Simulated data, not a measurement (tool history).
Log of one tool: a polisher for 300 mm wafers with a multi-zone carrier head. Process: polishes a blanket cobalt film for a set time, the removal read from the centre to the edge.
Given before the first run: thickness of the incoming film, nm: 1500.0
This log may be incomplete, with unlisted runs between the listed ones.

| run | hour | flow of slurry (ml/min) | pressure of the head's centre zone | pressure of the head's middle zone | pressure of the head's edge zone | polishing time (s) | film removed at the wafer's centre (Å) | film removed at mid-radius (Å) | film removed at the wafer's edge (Å) |
|---|---|---|---|---|---|---|---|---|---|
| 1 | 0 | 175 | 1 | 1 | 1 | 52 | 3058.5 | 2876.2 | 2940.2 |
| 2 | 2.5 | 175 | 1 | 1 | 1 | 41 | 2357.6 | 2207 | 2297 |
| 3 | 5.9 | 175 | 1 | 1 | 1.03 | 41 | 2394.2 | 2197.7 | 2335.1 |
| 4 | 14.9 | 170 | 0.99 | 0.99 | 1.03 | 41 | 2349.8 | 2208.2 | 2334.6 |
| 5 | 21.7 | 145 | 0.99 | 0.99 | 1.03 | 41 | 2258.9 | 2196.7 | 2252.3 |
| 6 | 24.8 | 145 | 0.98 | 0.97 | 1.03 | 41 | 2251.8 | 2105.9 | 2242.4 |
| 7 | 31.8 | 140 | 0.97 | 0.96 | 1.04 | 41 | 2208.5 | 2059.9 | 2263 |
| 8 | 35.7 | 135 | 0.97 | 0.95 | 1.04 | 41 | 2154.4 | 2055 | 2264.4 |

Forecast run 9:
| 9 | 36.7 | 135 | 0.97 | 0.94 | 1.04 | 41 | ? | ? | ? |

{"run 9": {"film removed at the wafer's centre (Å)": 2171.1, "film removed at mid-radius (Å)": 2043.5, "film removed at the wafer's edge (Å)": 2234}}
